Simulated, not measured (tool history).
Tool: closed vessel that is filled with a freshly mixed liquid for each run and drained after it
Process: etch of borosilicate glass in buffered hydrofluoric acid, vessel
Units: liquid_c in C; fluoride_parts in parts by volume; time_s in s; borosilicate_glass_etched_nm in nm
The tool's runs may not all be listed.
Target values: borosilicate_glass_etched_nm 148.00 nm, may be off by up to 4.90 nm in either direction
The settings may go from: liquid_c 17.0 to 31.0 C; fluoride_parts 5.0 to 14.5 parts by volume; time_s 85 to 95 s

Run 1, hour 0.0: liquid_c 23.0 C, fluoride_parts 9.0 parts by volume, time_s 85 s. Result: borosilicate_glass_etched_nm 106.55 nm.
Run 2, hour 3.5: liquid_c 25.0 C, fluoride_parts 9.0 parts by volume, time_s 85 s. Result: borosilicate_glass_etched_nm 118.25 nm.
Run 3, hour 12.2: liquid_c 25.0 C, fluoride_parts 9.0 parts by volume, time_s 95 s. Result: borosilicate_glass_etched_nm 130.39 nm.
Run 4, hour 18.9: liquid_c 25.0 C, fluoride_parts 9.0 parts by volume, time_s 85 s. Result: borosilicate_glass_etched_nm 116.78 nm.
Run 5, hour 24.5: liquid_c 25.0 C, fluoride_parts 9.0 parts by volume, time_s 85 s. Result: borosilicate_glass_etched_nm 117.11 nm.
Run 6, hour 26.9: liquid_c 27.0 C, fluoride_parts 9.0 parts by volume, time_s 85 s. Result: borosilicate_glass_etched_nm 131.35 nm.
Run 7, hour 33.6: liquid_c 27.5 C, fluoride_parts 9.0 parts by volume, time_s 85 s. Result: borosilicate_glass_etched_nm 134.64 nm.
Run 8, hour 34.8: liquid_c 28.0 C, fluoride_parts 9.0 parts by volume, time_s 85 s. Result: borosilicate_glass_etched_nm 138.31 nm.
Run 9, hour 41.7: liquid_c 28.5 C, fluoride_parts 9.0 parts by volume, time_s 85 s. Result: borosilicate_glass_etched_nm 141.42 nm.

Below are 5 possible settings for the next run. Only one of them brings all results inside the allowed miss of their targets. Which is it?
Run A, hour 48.6: liquid_c 27.0 C, fluoride_parts 7.5 parts by volume, time_s 85 s. Result: borosilicate_glass_etched_nm ?.
Run B, hour 48.6: liquid_c 29.5 C, fluoride_parts 9.0 parts by volume, time_s 85 s. Result: borosilicate_glass_etched_nm ?.
Run C, hour 48.6: liquid_c 28.5 C, fluoride_parts 9.5 parts by volume, time_s 85 s. Result: borosilicate_glass_etched_nm ?.
Run D, hour 48.6: liquid_c 28.0 C, fluoride_parts 8.5 parts by volume, time_s 95 s. Result: borosilicate_glass_etched_nm ?.
Run E, hour 48.6: liquid_c 24.0 C, fluoride_parts 7.5 parts by volume, time_s 85 s. Result: borosilicate_glass_etched_nm ?.

move  borosilicate_glass_etched_nm
   A                        159.04
   B                        148.22
   C                        135.93
   D                        163.19
   E                        135.74
A: takes the biggest miss from the last run beyond its target
B: all results land within tolerance of their targets
C: further off than the last run
D: takes the biggest miss from the last run beyond its target
E: further off than the last run
Answer: B
